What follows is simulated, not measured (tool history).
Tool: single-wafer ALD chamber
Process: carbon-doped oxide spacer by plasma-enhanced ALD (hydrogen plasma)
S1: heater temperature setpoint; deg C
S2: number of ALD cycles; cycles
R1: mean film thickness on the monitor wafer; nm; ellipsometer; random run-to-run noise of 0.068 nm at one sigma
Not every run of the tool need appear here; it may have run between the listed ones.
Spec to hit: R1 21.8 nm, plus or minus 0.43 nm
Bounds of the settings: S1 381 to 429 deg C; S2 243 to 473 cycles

Run 1, day 0: S1 405 deg C, S2 358 cycles. Result: R1 16.865 nm.
Run 2, day 0.254: S1 395 deg C, S2 358 cycles. Result: R1 17.273 nm.
Run 3, day 0.462: S1 395 deg C, S2 338 cycles. Result: R1 16.441 nm.
Run 4, day 0.592: S1 388 deg C, S2 338 cycles. Result: R1 16.426 nm.
Run 5, day 0.833: S1 388 deg C, S2 359 cycles. Result: R1 17.389 nm.
Run 6, day 0.946: S1 388 deg C, S2 377 cycles. Result: R1 18.226 nm.
Run 7, day 1.225: S1 383 deg C, S2 434 cycles. Result: R1 21.06 nm.
Run 8, day 1.617: S1 383 deg C, S2 434 cycles. Result: R1 20.967 nm.
Run 9, day 1.971: S1 383 deg C, S2 437 cycles. Result: R1 21.312 nm.

Which one of the following 4 next-run settings gets every result inside its allowed miss? There is exactly one.
Run A, day 2.325: S1 381 deg C, S2 436 cycles. Result: R1 ?.
Run B, day 2.325: S1 389 deg C, S2 426 cycles. Result: R1 ?.
Run C, day 2.325: S1 383 deg C, S2 432 cycles. Result: R1 ?.
Run D, day 2.325: S1 391 deg C, S2 454 cycles. Result: R1 ?.

move      R1
   A  21.089
   B  20.605
   C  20.896
   D   21.96
A: moves away from the targets compared with the last run
B: moves away from the targets compared with the last run
C: moves away from the targets compared with the last run
D: every result lands within tolerance
The right move is D.
